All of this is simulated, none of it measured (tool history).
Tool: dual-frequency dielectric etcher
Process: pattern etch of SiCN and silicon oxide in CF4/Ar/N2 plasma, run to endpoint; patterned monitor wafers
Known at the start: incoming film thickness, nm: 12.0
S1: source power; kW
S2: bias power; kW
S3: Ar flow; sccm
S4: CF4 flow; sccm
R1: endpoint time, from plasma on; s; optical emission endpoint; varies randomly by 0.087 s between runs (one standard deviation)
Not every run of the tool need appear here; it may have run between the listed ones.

{"run": 1, "hour": 0.0, "S1": 0.36, "S2": 0.074, "S3": 75, "S4": 50, "R1": 17.849}
{"run": 2, "hour": 3.4, "S1": 0.37, "S2": 0.074, "S3": 75, "S4": 50, "R1": 17.628}
{"run": 3, "hour": 5.7, "S1": 0.37, "S2": 0.074, "S3": 75, "S4": 53, "R1": 17.407}
{"run": 4, "hour": 8.8, "S1": 0.38, "S2": 0.074, "S3": 75, "S4": 53, "R1": 16.901}
{"run": 5, "hour": 12.3, "S1": 0.38, "S2": 0.074, "S3": 64, "S4": 53, "R1": 16.456}
{"run": 6, "hour": 15.9, "S1": 0.38, "S2": 0.074, "S3": 71, "S4": 53, "R1": 16.684}
{"run": 7, "hour": 19.4, "S1": 0.39, "S2": 0.074, "S3": 71, "S4": 53, "R1": 16.37}

Forecast run 8:
{"run": 8, "hour": 22.5, "S1": 0.4, "S2": 0.074, "S3": 71, "S4": 53, "R1": "?"}

R1: 15.908 s
